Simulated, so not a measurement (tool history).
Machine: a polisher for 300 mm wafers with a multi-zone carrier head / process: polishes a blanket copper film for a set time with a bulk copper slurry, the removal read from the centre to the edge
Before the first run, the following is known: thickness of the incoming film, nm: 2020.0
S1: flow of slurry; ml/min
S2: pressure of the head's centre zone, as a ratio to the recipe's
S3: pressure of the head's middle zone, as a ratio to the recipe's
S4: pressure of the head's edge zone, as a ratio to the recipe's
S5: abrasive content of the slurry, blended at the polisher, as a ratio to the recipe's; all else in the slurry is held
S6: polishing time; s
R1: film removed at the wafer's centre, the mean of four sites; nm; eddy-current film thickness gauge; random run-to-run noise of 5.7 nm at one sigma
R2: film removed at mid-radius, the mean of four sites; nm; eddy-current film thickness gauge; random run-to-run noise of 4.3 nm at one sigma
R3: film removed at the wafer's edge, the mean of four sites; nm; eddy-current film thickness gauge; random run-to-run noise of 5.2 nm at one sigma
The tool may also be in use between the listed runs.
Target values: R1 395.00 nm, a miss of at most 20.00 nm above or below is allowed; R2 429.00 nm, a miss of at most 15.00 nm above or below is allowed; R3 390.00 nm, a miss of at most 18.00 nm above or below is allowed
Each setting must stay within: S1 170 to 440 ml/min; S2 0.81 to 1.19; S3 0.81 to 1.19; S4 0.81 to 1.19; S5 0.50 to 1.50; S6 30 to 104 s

| run | hour | S1 | S2 | S3 | S4 | S5 | S6 | R1 | R2 | R3 |
|---|---|---|---|---|---|---|---|---|---|---|
| 1 | 0.0 | 280 | 1.00 | 1.00 | 1.00 | 1.00 | 67 | 503.71 | 516.52 | 505.61 |
| 2 | 3.5 | 280 | 1.00 | 1.00 | 1.00 | 0.90 | 67 | 472.44 | 495.84 | 499.95 |
| 3 | 6.7 | 280 | 1.01 | 1.01 | 0.97 | 0.85 | 65 | 455.18 | 480.43 | 458.21 |
| 4 | 11.0 | 280 | 0.94 | 1.01 | 0.97 | 0.85 | 65 | 438.52 | 474.73 | 461.53 |
| 5 | 18.1 | 280 | 0.94 | 1.01 | 0.95 | 0.80 | 65 | 423.09 | 471.85 | 455.94 |
| 6 | 21.2 | 280 | 0.87 | 1.01 | 0.95 | 0.80 | 65 | 392.92 | 467.37 | 443.22 |
| 7 | 21.8 | 280 | 0.89 | 1.01 | 0.93 | 0.80 | 64 | 393.96 | 463.50 | 424.22 |
| 8 | 26.8 | 280 | 0.90 | 1.00 | 0.92 | 0.80 | 64 | 404.27 | 458.57 | 438.84 |
| 9 | 31.0 | 280 | 0.92 | 1.01 | 0.91 | 0.75 | 63 | 394.03 | 445.66 | 429.42 |
| 10 | 34.6 | 285 | 0.94 | 1.02 | 0.90 | 0.75 | 62 | 390.57 | 444.94 | 414.52 |
| 11 | 40.2 | 285 | 0.95 | 1.02 | 0.89 | 0.75 | 62 | 404.37 | 445.54 | 409.26 |
| 12 | 41.5 | 270 | 0.94 | 1.00 | 0.84 | 0.65 | 61 | 364.08 | 405.41 | 363.60 |

Exercise: of the 5 proposed moves below, exactly one satisfies all targets within the stated allowed misses. Which move is it?
| A | 42.8 | 285 | 0.90 | 0.96 | 0.99 | 0.75 | 56 | ? | ? | ? |
| B | 42.8 | 255 | 1.03 | 1.04 | 0.81 | 0.50 | 62 | ? | ? | ? |
| C | 42.8 | 375 | 0.96 | 0.92 | 0.88 | 0.80 | 57 | ? | ? | ? |
| D | 42.8 | 255 | 1.08 | 1.15 | 0.81 | 0.65 | 58 | ? | ? | ? |
| E | 42.8 | 195 | 0.97 | 1.02 | 0.85 | 0.65 | 66 | ? | ? | ? |

| move | R1 | R2 | R3 |
|---|---|---|---|
| A | 338.85 | 383.30 | 392.81 |
| B | 367.76 | 388.64 | 343.28 |
| C | 386.61 | 394.44 | 396.24 |
| D | 397.15 | 435.62 | 352.64 |
| E | 387.26 | 429.78 | 397.52 |
A: misses by more than the last run did
B: misses by more than the last run did
C: misses by more than the last run did
D: gets the furthest-off result to its target, but another result is out of tolerance
E: every result within its allowed miss
Go with E: it meets all targets.
